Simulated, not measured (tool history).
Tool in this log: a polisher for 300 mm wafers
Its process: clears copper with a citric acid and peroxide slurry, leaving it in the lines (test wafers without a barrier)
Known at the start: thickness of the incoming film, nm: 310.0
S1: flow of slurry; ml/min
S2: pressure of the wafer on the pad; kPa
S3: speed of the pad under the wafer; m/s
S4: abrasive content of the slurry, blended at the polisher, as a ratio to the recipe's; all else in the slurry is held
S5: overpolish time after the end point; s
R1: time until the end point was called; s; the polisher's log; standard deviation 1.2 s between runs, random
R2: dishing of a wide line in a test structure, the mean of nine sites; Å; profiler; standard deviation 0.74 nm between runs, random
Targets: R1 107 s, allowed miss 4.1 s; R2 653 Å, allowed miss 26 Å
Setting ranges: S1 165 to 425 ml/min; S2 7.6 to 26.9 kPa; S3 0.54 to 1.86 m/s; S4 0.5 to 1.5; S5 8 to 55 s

Run 1, hour 0: S1 275 ml/min, S2 17.2 kPa, S3 1.18 m/s, S4 1, S5 28 s. Result: R1 139.2 s, R2 415.81 Å.
Run 2, hour 8.3: S1 275 ml/min, S2 17.9 kPa, S3 1.18 m/s, S4 1, S5 29 s. Result: R1 135.77 s, R2 436.29 Å.
Run 3, hour 15: S1 275 ml/min, S2 18.6 kPa, S3 1.18 m/s, S4 1, S5 30 s. Result: R1 130.59 s, R2 478.21 Å.
Run 4, hour 19.6: S1 315 ml/min, S2 18.6 kPa, S3 1.18 m/s, S4 1, S5 30 s. Result: R1 126.4 s, R2 478.41 Å.
Run 5, hour 27.4: S1 315 ml/min, S2 18.6 kPa, S3 0.88 m/s, S4 1, S5 30 s. Result: R1 156.89 s, R2 412.14 Å.
Run 6, hour 31.3: S1 315 ml/min, S2 18.6 kPa, S3 0.88 m/s, S4 1, S5 20 s. Result: R1 155.09 s, R2 287.23 Å.
Run 7, hour 40.3: S1 305 ml/min, S2 20 kPa, S3 0.9 m/s, S4 1, S5 23 s. Result: R1 145.72 s, R2 342.24 Å.
Run 8, hour 45.3: S1 295 ml/min, S2 21.4 kPa, S3 0.92 m/s, S4 1, S5 25 s. Result: R1 133.63 s, R2 392.56 Å.
Run 9, hour 50.7: S1 290 ml/min, S2 22.1 kPa, S3 0.92 m/s, S4 1, S5 27 s. Result: R1 131.82 s, R2 434.67 Å.
Run 10, hour 56.4: S1 290 ml/min, S2 22.8 kPa, S3 0.92 m/s, S4 1, S5 28 s. Result: R1 126.42 s, R2 461.24 Å.
Run 11, hour 62.8: S1 290 ml/min, S2 23.4 kPa, S3 0.92 m/s, S4 1, S5 29 s. Result: R1 121.93 s, R2 475.27 Å.
Run 12, hour 69.1: S1 290 ml/min, S2 24.1 kPa, S3 0.92 m/s, S4 1, S5 30 s. Result: R1 122.89 s, R2 496.81 Å.

Next run, 4 choices. One meets every target within its allowed miss, the rest don't. Which?
Run A, hour 75.4: S1 280 ml/min, S2 25.5 kPa, S3 0.92 m/s, S4 1, S5 39 s. Result: R1 ?, R2 ?.
Run B, hour 75.4: S1 330 ml/min, S2 24.1 kPa, S3 1.28 m/s, S4 0.9, S5 29 s. Result: R1 ?, R2 ?.
Run C, hour 75.4: S1 305 ml/min, S2 24.8 kPa, S3 0.9 m/s, S4 1, S5 35 s. Result: R1 ?, R2 ?.
Run D, hour 75.4: S1 180 ml/min, S2 26.9 kPa, S3 1.06 m/s, S4 0.95, S5 36 s. Result: R1 ?, R2 ?.

move      R1      R2
   A  115.36  639.21
   B  96.852  580.74
   C  118.98  574.38
   D   107.1   638.3
A: gets the furthest-off result to its target, but another result is out of tolerance
B: closer than the last run, but not yet in spec
C: closer than the last run, but not yet in spec
D: all results in spec
The right move is D.

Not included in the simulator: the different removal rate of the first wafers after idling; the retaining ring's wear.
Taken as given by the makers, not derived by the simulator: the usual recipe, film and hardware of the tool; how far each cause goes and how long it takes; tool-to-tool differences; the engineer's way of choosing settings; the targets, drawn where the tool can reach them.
